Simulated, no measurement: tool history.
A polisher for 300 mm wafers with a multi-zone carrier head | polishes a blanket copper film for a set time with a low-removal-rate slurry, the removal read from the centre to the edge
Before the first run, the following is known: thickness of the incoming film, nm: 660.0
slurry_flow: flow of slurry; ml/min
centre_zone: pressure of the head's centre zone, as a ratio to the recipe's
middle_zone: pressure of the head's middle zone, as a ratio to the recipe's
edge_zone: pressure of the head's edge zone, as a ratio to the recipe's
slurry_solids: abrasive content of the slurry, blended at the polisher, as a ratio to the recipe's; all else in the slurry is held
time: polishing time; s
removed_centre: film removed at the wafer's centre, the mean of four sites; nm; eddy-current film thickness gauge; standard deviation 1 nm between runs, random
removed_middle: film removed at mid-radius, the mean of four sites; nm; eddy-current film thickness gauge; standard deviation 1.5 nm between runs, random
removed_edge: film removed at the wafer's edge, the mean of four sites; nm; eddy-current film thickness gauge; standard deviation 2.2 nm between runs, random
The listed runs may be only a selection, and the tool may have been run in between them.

run,day,slurry_flow,centre_zone,middle_zone,edge_zone,slurry_solids,time,removed_centre,removed_middle,removed_edge
1,0.000,310,1.00,1.00,1.00,1.00,67,141.66,142.53,146.24
2,0.100,310,0.96,1.00,1.00,1.00,67,134.39,141.99,147.02
3,0.183,320,0.98,1.00,1.01,1.00,67,138.73,143.82,142.98
4,0.279,320,0.98,1.00,1.01,1.20,67,143.34,150.40,147.20
5,0.625,320,0.90,1.00,1.01,1.20,67,131.44,151.36,150.22
6,0.988,320,0.90,1.00,0.97,1.20,67,130.82,146.73,147.60
7,1.162,380,1.00,0.91,1.06,1.35,67,154.05,145.13,157.49
8,1.467,385,1.01,0.91,1.06,1.35,67,155.84,144.61,157.35
9,1.704,390,1.02,0.91,1.06,1.35,67,156.52,143.64,161.59
10,1.996,390,1.02,0.91,1.06,1.35,67,155.14,143.27,164.71
11,2.025,375,1.04,0.92,1.06,1.35,67,156.97,143.80,156.46

Forecast run 12:
12,2.175,385,1.05,0.92,1.06,1.35,67,?,?,?

{"run 12": {"removed_centre": 159.81, "removed_middle": 144.91, "removed_edge": 162.77}}
